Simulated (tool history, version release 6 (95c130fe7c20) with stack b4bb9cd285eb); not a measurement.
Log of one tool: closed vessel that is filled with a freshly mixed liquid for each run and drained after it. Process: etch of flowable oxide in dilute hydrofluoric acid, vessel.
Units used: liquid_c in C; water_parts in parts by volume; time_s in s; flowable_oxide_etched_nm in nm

run	hour	liquid_c	water_parts	time_s	flowable_oxide_etched_nm
1	0	26	285	135	19.521
2	6.1	26	195	135	31.524
3	10.9	27	195	135	32.45
4	13.5	27	265	135	21.997
5	14.6	27	365	135	14.591
6	22.9	29.5	320	135	18.704
7	30	31	285	135	22.962

What will run 8 give?
8	37.3	32	260	135	?

flowable_oxide_etched_nm: 26.855 nm
